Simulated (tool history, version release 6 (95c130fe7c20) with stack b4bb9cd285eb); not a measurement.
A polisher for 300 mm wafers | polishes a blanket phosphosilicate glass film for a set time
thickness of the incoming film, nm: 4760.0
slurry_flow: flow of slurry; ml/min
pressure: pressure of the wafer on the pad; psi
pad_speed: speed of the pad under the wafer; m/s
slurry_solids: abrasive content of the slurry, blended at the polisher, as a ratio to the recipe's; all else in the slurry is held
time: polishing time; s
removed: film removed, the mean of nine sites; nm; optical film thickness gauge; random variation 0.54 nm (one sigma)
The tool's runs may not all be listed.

run 1 hour=0 | slurry_flow=225 pressure=3 pad_speed=0.8 slurry_solids=1 time=20 | removed=107.47
run 2 hour=8.7 | slurry_flow=220 pressure=2.6 pad_speed=0.8 slurry_solids=1 time=20 | removed=96.545
run 3 hour=12 | slurry_flow=220 pressure=2.2 pad_speed=0.8 slurry_solids=1 time=20 | removed=88.289
run 4 hour=16.6 | slurry_flow=165 pressure=2.2 pad_speed=0.8 slurry_solids=1 time=20 | removed=84.837
run 5 hour=17.8 | slurry_flow=165 pressure=2 pad_speed=0.8 slurry_solids=1 time=20 | removed=79.571
run 6 hour=24.8 | slurry_flow=205 pressure=2 pad_speed=0.8 slurry_solids=1 time=20 | removed=81.685

The next listed run, before its measurement:
run 7 hour=33.4 | slurry_flow=200 pressure=1.8 pad_speed=0.8 slurry_solids=1 time=20 | removed=?

Run 7 gave removed 79.302 nm.

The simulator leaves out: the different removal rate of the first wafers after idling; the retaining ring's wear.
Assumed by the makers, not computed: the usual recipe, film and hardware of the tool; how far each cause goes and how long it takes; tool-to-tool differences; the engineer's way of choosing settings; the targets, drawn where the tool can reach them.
